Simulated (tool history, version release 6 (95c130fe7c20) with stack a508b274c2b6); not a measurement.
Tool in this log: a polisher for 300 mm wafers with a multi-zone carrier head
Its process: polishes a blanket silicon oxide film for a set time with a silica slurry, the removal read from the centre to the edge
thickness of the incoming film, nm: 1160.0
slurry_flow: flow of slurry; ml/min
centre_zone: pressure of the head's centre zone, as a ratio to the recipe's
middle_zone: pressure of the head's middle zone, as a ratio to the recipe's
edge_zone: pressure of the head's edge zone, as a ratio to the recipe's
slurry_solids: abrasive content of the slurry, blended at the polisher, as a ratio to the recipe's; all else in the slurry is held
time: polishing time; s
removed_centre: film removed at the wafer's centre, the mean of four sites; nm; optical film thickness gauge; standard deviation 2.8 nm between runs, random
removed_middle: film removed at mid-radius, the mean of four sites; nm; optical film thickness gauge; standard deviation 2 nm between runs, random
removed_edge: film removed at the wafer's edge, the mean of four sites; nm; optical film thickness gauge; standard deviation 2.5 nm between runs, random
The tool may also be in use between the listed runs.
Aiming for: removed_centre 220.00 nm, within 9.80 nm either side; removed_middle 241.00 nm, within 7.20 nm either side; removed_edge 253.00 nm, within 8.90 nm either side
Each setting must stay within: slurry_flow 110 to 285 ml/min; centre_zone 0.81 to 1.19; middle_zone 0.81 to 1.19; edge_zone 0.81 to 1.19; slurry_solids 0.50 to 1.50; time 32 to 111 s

Run 1, hour 0.0: slurry_flow 180 ml/min, centre_zone 1.00, middle_zone 1.00, edge_zone 1.00, slurry_solids 1.00, time 71 s. Result: removed_centre 201.40 nm, removed_middle 208.76 nm, removed_edge 203.37 nm.
Run 2, hour 8.7: slurry_flow 180 ml/min, centre_zone 1.00, middle_zone 0.96, edge_zone 1.00, slurry_solids 1.00, time 71 s. Result: removed_centre 205.60 nm, removed_middle 200.14 nm, removed_edge 201.78 nm.
Run 3, hour 16.5: slurry_flow 180 ml/min, centre_zone 1.00, middle_zone 0.96, edge_zone 1.00, slurry_solids 1.15, time 71 s. Result: removed_centre 213.16 nm, removed_middle 206.48 nm, removed_edge 211.55 nm.
Run 4, hour 18.8: slurry_flow 180 ml/min, centre_zone 1.00, middle_zone 0.96, edge_zone 1.00, slurry_solids 1.15, time 60 s. Result: removed_centre 179.89 nm, removed_middle 174.11 nm, removed_edge 180.89 nm.
Run 5, hour 23.4: slurry_flow 185 ml/min, centre_zone 1.00, middle_zone 0.98, edge_zone 1.03, slurry_solids 1.20, time 61 s. Result: removed_centre 182.94 nm, removed_middle 184.66 nm, removed_edge 189.36 nm.
Run 6, hour 31.1: slurry_flow 230 ml/min, centre_zone 1.00, middle_zone 0.98, edge_zone 1.03, slurry_solids 1.20, time 61 s. Result: removed_centre 192.42 nm, removed_middle 192.48 nm, removed_edge 193.34 nm.
Run 7, hour 39.8: slurry_flow 225 ml/min, centre_zone 1.00, middle_zone 0.99, edge_zone 1.05, slurry_solids 1.25, time 63 s. Result: removed_centre 201.42 nm, removed_middle 203.65 nm, removed_edge 206.28 nm.
Run 8, hour 43.8: slurry_flow 235 ml/min, centre_zone 0.96, middle_zone 1.04, edge_zone 1.15, slurry_solids 1.50, time 64 s. Result: removed_centre 208.64 nm, removed_middle 225.96 nm, removed_edge 231.26 nm.
Run 9, hour 48.0: slurry_flow 240 ml/min, centre_zone 0.96, middle_zone 1.04, edge_zone 1.16, slurry_solids 1.50, time 65 s. Result: removed_centre 209.38 nm, removed_middle 229.48 nm, removed_edge 233.05 nm.
Run 10, hour 52.6: slurry_flow 240 ml/min, centre_zone 0.96, middle_zone 1.04, edge_zone 1.17, slurry_solids 1.50, time 66 s. Result: removed_centre 212.87 nm, removed_middle 232.00 nm, removed_edge 236.18 nm.
Run 11, hour 54.3: slurry_flow 240 ml/min, centre_zone 0.95, middle_zone 1.03, edge_zone 1.17, slurry_solids 1.50, time 67 s. Result: removed_centre 210.46 nm, removed_middle 232.24 nm, removed_edge 238.41 nm.
Run 12, hour 56.4: slurry_flow 240 ml/min, centre_zone 0.95, middle_zone 1.03, edge_zone 1.17, slurry_solids 1.50, time 68 s. Result: removed_centre 219.08 nm, removed_middle 239.14 nm, removed_edge 245.10 nm.

Exactly one of the 4 candidate moves below puts every result within its allowed miss. Which one?
Run A, hour 58.5: slurry_flow 240 ml/min, centre_zone 0.99, middle_zone 1.05, edge_zone 1.13, slurry_solids 1.35, time 69 s. Result: removed_centre ?, removed_middle ?, removed_edge ?.
Run B, hour 58.5: slurry_flow 250 ml/min, centre_zone 0.89, middle_zone 0.89, edge_zone 1.14, slurry_solids 1.50, time 71 s. Result: removed_centre ?, removed_middle ?, removed_edge ?.
Run C, hour 58.5: slurry_flow 285 ml/min, centre_zone 0.96, middle_zone 1.06, edge_zone 1.10, slurry_solids 1.35, time 67 s. Result: removed_centre ?, removed_middle ?, removed_edge ?.
Run D, hour 58.5: slurry_flow 260 ml/min, centre_zone 0.93, middle_zone 1.01, edge_zone 1.19, slurry_solids 1.35, time 71 s. Result: removed_centre ?, removed_middle ?, removed_edge ?.

move  removed_centre  removed_middle  removed_edge
   A          223.80          239.18        234.66
   B          214.00          221.86        251.19
   C          215.36          238.83        228.44
   D          218.49          240.50        249.27
A: lands further from the targets than the last run did
B: meets the target for the result that was furthest off, but another lies outside its allowed miss
C: lands further from the targets than the last run did
D: all results in spec
Go with D: it meets all targets.

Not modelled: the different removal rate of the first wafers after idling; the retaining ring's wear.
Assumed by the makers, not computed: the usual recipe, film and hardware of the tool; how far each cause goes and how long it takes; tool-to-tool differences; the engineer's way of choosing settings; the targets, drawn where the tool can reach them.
